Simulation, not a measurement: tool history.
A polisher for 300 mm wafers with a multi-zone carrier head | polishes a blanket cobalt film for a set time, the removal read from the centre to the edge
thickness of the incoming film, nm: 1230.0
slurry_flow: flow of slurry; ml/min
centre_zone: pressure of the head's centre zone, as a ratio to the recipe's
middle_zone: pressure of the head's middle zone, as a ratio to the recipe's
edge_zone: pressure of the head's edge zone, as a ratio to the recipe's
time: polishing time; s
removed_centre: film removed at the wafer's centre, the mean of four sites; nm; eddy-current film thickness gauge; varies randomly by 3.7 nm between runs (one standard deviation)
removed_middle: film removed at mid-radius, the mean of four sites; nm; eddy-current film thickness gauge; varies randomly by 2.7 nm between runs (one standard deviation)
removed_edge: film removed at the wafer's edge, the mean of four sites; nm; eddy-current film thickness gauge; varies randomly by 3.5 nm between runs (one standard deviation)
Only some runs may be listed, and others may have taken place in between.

run  hour  slurry_flow  centre_zone  middle_zone  edge_zone  time  removed_centre  removed_middle  removed_edge
  1     0          120            1            1          1    76          429.36          425.22        417.28
  2   5.4          120            1            1          1    87          494.54           494.9        471.22
  3    11          120            1            1          1   100          554.53          566.91        559.67
  4  12.8          120            1            1          1   119          671.37          684.62        657.73
  5  19.9          120         1.05            1          1   119          682.16          666.09        653.25
  6  28.7          115         1.04         0.99       0.99   112          641.25          620.94        603.58
  7  29.5          115         1.04         0.99       0.99   112          632.73          610.74        604.48
  8  35.6          110         1.03         0.98       0.98   106          587.61          577.42        570.04
  9  44.6          110         1.03         0.97       0.97   100          563.65          536.94        547.07

Run 10 is up next; what results do you expect?
 10  51.3          105         1.03         0.97       0.98    95               ?               ?             ?

Run 10 gave removed_centre 530.93 nm, removed_middle 511.71 nm, removed_edge 505.63 nm.
